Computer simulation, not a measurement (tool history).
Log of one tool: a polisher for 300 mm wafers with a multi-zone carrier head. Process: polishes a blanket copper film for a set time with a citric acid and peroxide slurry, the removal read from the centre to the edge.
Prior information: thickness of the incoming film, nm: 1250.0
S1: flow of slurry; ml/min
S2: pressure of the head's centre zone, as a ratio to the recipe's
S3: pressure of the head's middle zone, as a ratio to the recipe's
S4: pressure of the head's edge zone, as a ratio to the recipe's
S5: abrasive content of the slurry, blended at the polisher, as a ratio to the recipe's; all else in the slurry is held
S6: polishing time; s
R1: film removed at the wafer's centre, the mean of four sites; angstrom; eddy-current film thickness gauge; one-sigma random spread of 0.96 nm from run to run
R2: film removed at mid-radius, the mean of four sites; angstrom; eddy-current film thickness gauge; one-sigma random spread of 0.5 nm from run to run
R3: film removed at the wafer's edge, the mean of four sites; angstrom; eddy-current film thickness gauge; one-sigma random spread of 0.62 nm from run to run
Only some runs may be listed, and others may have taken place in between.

run	day	S1	S2	S3	S4	S5	S6	R1	R2	R3
1	0.000	205	1.00	1.00	1.00	1.00	44	1386.90	1358.90	1325.20
2	0.038	205	1.00	1.00	1.00	0.90	44	1316.50	1298.30	1316.60
3	0.362	205	1.00	1.00	1.00	0.70	44	1250.90	1208.30	1225.80
4	0.492	205	1.00	1.00	1.05	0.70	44	1251.40	1222.90	1241.70
5	0.642	205	0.99	1.00	1.04	0.65	41	1114.20	1092.00	1128.00
6	0.779	205	0.98	1.00	1.02	0.65	39	1037.00	1044.70	1067.70
7	1.142	205	0.98	1.00	1.02	0.65	39	1077.50	1040.70	1070.40
8	1.517	200	0.96	1.01	1.01	0.65	37	980.41	1001.80	1000.90
9	1.821	155	0.86	0.91	0.91	0.50	27	581.98	586.10	632.00
10	2.129	170	0.86	0.92	0.91	0.50	27	582.28	609.67	624.35
11	2.242	170	0.86	0.92	0.91	0.50	27	579.16	614.13	630.56

Run 12 has not been measured yet. What should we expect?
12	2.367	170	0.86	0.92	0.91	0.50	27	?	?	?

R1: 577.67 angstrom
R2: 605.68 angstrom
R3: 625.28 angstrom
